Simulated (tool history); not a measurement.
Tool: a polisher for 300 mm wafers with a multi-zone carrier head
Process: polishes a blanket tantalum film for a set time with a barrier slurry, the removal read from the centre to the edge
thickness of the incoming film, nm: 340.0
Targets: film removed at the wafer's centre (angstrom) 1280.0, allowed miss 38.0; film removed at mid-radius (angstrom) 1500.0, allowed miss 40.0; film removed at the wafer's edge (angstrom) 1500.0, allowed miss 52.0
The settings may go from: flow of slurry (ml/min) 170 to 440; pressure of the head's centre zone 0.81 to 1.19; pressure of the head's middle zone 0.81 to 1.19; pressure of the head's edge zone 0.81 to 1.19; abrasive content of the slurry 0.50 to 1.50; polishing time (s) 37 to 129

run,hour,flow of slurry (ml/min),pressure of the head's centre zone,pressure of the head's middle zone,pressure of the head's edge zone,abrasive content of the slurry,polishing time (s),film removed at the wafer's centre (angstrom),film removed at mid-radius (angstrom),film removed at the wafer's edge (angstrom)
1,0.0,280,1.00,1.00,1.00,1.00,83,1330.8,1210.3,1234.8
2,1.8,280,1.00,1.00,1.00,1.20,83,1423.9,1262.2,1302.0
3,10.2,290,0.97,1.03,1.04,1.20,83,1409.4,1307.2,1318.2
4,13.7,265,0.94,1.05,1.07,1.20,85,1394.0,1346.0,1367.2
5,22.2,245,0.91,1.07,1.10,1.20,86,1337.3,1367.4,1385.7
6,27.9,245,0.89,1.08,1.12,1.25,86,1318.9,1405.9,1395.9
7,33.6,240,0.87,1.08,1.13,1.30,86,1298.3,1407.5,1433.8
8,37.8,245,0.86,1.09,1.14,1.30,86,1323.4,1434.3,1448.3
9,43.1,240,0.85,1.10,1.15,1.30,86,1289.6,1438.9,1450.4
# hour 49.8: centre zone pressure recalibrated
10,49.8,245,0.84,1.11,1.16,1.30,86,1184.3,1481.9,1446.0

Which of these 5 next moves meets every target?
A,56.5,270,0.87,1.07,1.13,1.15,88,?,?,?
B,56.5,170,0.90,1.13,1.03,1.35,89,?,?,?
C,56.5,255,0.84,1.13,1.18,1.30,88,?,?,?
D,56.5,195,0.89,1.11,1.14,1.25,91,?,?,?
E,56.5,290,0.82,1.11,1.19,1.30,95,?,?,?

move,film removed at the wafer's centre (angstrom),film removed at mid-radius (angstrom),film removed at the wafer's edge (angstrom)
A,1215.2,1419.1,1446.7
B,1271.5,1517.0,1418.5
C,1211.8,1527.0,1519.3
D,1277.6,1513.6,1509.4
E,1293.8,1636.7,1658.1
A: nearer than the last run, and not there yet
B: brings the result that was furthest off to its target, and leaves another outside
C: nearer than the last run, and not there yet
D: meets every target
E: brings the result that was furthest off to its target, and leaves another outside
The right move is D.
